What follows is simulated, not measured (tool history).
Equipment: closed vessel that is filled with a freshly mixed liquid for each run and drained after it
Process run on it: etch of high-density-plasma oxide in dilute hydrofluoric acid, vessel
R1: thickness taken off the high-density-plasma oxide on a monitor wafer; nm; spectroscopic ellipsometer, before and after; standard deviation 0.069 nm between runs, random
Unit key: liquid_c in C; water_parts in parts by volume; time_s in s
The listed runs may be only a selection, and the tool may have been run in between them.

{"run": 1, "hour": 0.0, "liquid_c": 24, "water_parts": 110, "time_s": 455, "R1": 21.842}
{"run": 2, "hour": 7.0, "liquid_c": 24, "water_parts": 80, "time_s": 455, "R1": 31.082}
{"run": 3, "hour": 13.4, "liquid_c": 20.5, "water_parts": 80, "time_s": 455, "R1": 27.178}
{"run": 4, "hour": 18.5, "liquid_c": 17, "water_parts": 80, "time_s": 455, "R1": 23.326}
{"run": 5, "hour": 21.6, "liquid_c": 17, "water_parts": 80, "time_s": 350, "R1": 17.767}
{"run": 6, "hour": 24.9, "liquid_c": 17, "water_parts": 50, "time_s": 350, "R1": 29.57}
{"run": 7, "hour": 31.9, "liquid_c": 17, "water_parts": 70, "time_s": 350, "R1": 20.605}
{"run": 8, "hour": 36.1, "liquid_c": 17, "water_parts": 115, "time_s": 350, "R1": 12.113}
{"run": 9, "hour": 44.4, "liquid_c": 17, "water_parts": 120, "time_s": 350, "R1": 11.382}
{"run": 10, "hour": 46.5, "liquid_c": 17, "water_parts": 125, "time_s": 350, "R1": 10.95}

Estimate the outcome of run 11 from the log above:
{"run": 11, "hour": 52.8, "liquid_c": 17, "water_parts": 130, "time_s": 350, "R1": "?"}

Logged for run 11: R1 10.512 nm.
